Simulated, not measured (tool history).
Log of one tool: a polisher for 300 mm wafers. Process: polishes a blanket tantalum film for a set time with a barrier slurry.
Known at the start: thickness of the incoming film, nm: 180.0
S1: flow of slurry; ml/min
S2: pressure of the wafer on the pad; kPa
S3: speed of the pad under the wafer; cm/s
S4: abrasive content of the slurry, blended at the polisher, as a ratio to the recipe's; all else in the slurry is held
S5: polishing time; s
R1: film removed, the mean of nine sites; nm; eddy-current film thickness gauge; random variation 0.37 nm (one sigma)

run	hour	S1	S2	S3	S4	S5	R1
1	0	150	11	92	1	58	60.033
2	0.7	150	11	92	1.15	58	61.202
3	6.6	150	11	112	1.15	58	70.965
4	13.2	150	13.8	112	1.15	58	89.214
5	14.7	150	12.4	108	1.15	58	76.49
6	18.9	150	11	104	1.15	58	67.495

Run 7 comes next. What will it give?
7	20	150	10.3	100	1.15	58	?

R1: 61.118 nm
